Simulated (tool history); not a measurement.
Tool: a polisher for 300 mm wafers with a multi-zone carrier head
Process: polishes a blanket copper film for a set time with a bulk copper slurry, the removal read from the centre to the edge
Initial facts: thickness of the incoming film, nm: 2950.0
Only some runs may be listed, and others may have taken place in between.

run	hour	flow of slurry (ml/min)	pressure of the head's centre zone	pressure of the head's middle zone	pressure of the head's edge zone	abrasive content of the slurry	polishing time (s)	film removed at the wafer's centre (nm)	film removed at mid-radius (nm)	film removed at the wafer's edge (nm)
1	0.0	215	1.00	1.00	1.00	1.00	88	869.23	887.85	873.69
2	2.9	225	1.03	1.02	1.03	1.15	91	1009.60	985.20	956.82
3	6.2	225	1.03	0.95	1.03	1.15	91	990.79	922.18	949.00
4	13.9	225	1.03	0.95	1.03	1.25	91	1017.80	949.01	970.52
5	21.8	175	1.03	0.95	1.03	1.25	91	965.46	919.68	945.62
6	23.2	175	1.03	0.95	1.03	1.25	105	1133.80	1050.40	1084.50
7	27.9	195	1.03	0.97	1.05	1.25	105	1130.70	1040.00	1114.80

Run 8, settings as shown, results not yet in. Your forecast:
8	31.9	210	1.04	1.00	1.05	1.30	105	?	?	?

{"run 8": {"film removed at the wafer's centre (nm)": 1203.4, "film removed at mid-radius (nm)": 1145.1, "film removed at the wafer's edge (nm)": 1127.3}}

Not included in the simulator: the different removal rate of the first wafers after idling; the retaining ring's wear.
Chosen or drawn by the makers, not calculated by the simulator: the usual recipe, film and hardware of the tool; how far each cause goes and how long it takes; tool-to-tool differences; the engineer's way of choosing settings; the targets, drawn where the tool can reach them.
